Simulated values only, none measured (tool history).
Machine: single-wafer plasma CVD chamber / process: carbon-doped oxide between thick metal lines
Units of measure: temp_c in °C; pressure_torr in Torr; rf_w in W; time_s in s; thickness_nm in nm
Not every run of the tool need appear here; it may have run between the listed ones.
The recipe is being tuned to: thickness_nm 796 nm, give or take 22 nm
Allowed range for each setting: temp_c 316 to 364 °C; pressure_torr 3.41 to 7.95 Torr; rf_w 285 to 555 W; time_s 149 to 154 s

Run 1, hour 0: temp_c 340 °C, pressure_torr 5.68 Torr, rf_w 420 W, time_s 149 s. Result: thickness_nm 691.16 nm.
Run 2, hour 3.5: temp_c 339 °C, pressure_torr 5.85 Torr, rf_w 440 W, time_s 149 s. Result: thickness_nm 723.14 nm.
Run 3, hour 10.4: temp_c 338 °C, pressure_torr 6.03 Torr, rf_w 450 W, time_s 149 s. Result: thickness_nm 747.85 nm.
Run 4, hour 13: temp_c 332 °C, pressure_torr 6.03 Torr, rf_w 450 W, time_s 149 s. Result: thickness_nm 765.15 nm.
Run 5, hour 21.7: temp_c 331 °C, pressure_torr 6.12 Torr, rf_w 450 W, time_s 149 s. Result: thickness_nm 768.32 nm.
Run 6, hour 24.4: temp_c 331 °C, pressure_torr 6.12 Torr, rf_w 390 W, time_s 149 s. Result: thickness_nm 666.26 nm.
Run 7, hour 26.9: temp_c 330 °C, pressure_torr 6.2 Torr, rf_w 410 W, time_s 149 s. Result: thickness_nm 708.79 nm.
Run 8, hour 31.1: temp_c 330 °C, pressure_torr 6.2 Torr, rf_w 410 W, time_s 149 s. Result: thickness_nm 700.25 nm.
Run 9, hour 38.9: temp_c 329 °C, pressure_torr 6.25 Torr, rf_w 425 W, time_s 149 s. Result: thickness_nm 729.99 nm.
Run 10, hour 43.3: temp_c 328 °C, pressure_torr 6.32 Torr, rf_w 435 W, time_s 149 s. Result: thickness_nm 750.16 nm.
Run 11, hour 45.9: temp_c 327 °C, pressure_torr 6.38 Torr, rf_w 440 W, time_s 149 s. Result: thickness_nm 765.81 nm.

Of the 4 settings listed for the next run, only one would bring every result within its allowed miss of target. Which one?
Run A, hour 48.5: temp_c 330 °C, pressure_torr 6.67 Torr, rf_w 445 W, time_s 154 s. Result: thickness_nm ?.
Run B, hour 48.5: temp_c 330 °C, pressure_torr 6.29 Torr, rf_w 420 W, time_s 149 s. Result: thickness_nm ?.
Run C, hour 48.5: temp_c 319 °C, pressure_torr 7.64 Torr, rf_w 405 W, time_s 149 s. Result: thickness_nm ?.
Run D, hour 48.5: temp_c 328 °C, pressure_torr 6.37 Torr, rf_w 410 W, time_s 150 s. Result: thickness_nm ?.

move  thickness_nm
   A        794.87
   B        723.79
   C        740.54
   D         718.2
A: all results in spec
B: further off than the last run
C: further off than the last run
D: further off than the last run
So the answer is move A, the one that meets all the targets.

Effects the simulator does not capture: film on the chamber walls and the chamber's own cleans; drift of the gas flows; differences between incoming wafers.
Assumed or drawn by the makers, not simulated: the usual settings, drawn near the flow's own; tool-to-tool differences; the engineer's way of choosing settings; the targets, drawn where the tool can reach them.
